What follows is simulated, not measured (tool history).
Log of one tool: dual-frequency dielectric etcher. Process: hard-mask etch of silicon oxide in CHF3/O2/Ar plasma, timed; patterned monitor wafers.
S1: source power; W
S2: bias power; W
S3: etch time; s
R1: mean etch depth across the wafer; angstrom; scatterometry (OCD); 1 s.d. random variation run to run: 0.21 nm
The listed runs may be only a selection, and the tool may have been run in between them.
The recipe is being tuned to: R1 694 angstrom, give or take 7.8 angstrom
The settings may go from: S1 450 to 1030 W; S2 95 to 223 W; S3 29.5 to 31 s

run	hour	S1	S2	S3	R1
1	0	740	159	29.5	621.47
2	2.5	670	159	29.5	596.49
3	7.2	700	160	29.5	606.02
4	12.1	700	146	29.5	579.87
5	16.6	740	146	29.5	595.39
6	23	740	174	29.5	649.03
7	29.6	750	174	29.5	649.99
8	36.6	890	177	29.5	706.39

Which single option among these 4 for the next run brings every result within its allowed miss of target? Just one does.
A	43.6	980	167	29.5	?
B	43.6	830	176	30	?
C	43.6	790	191	30	?
D	43.6	910	167	30.5	?

move	R1
A	714.02
B	696.51
C	710.95
D	716.2
A: lands further from the targets than the last run did
B: all results in spec
C: lands further from the targets than the last run did
D: lands further from the targets than the last run did
Answer: B

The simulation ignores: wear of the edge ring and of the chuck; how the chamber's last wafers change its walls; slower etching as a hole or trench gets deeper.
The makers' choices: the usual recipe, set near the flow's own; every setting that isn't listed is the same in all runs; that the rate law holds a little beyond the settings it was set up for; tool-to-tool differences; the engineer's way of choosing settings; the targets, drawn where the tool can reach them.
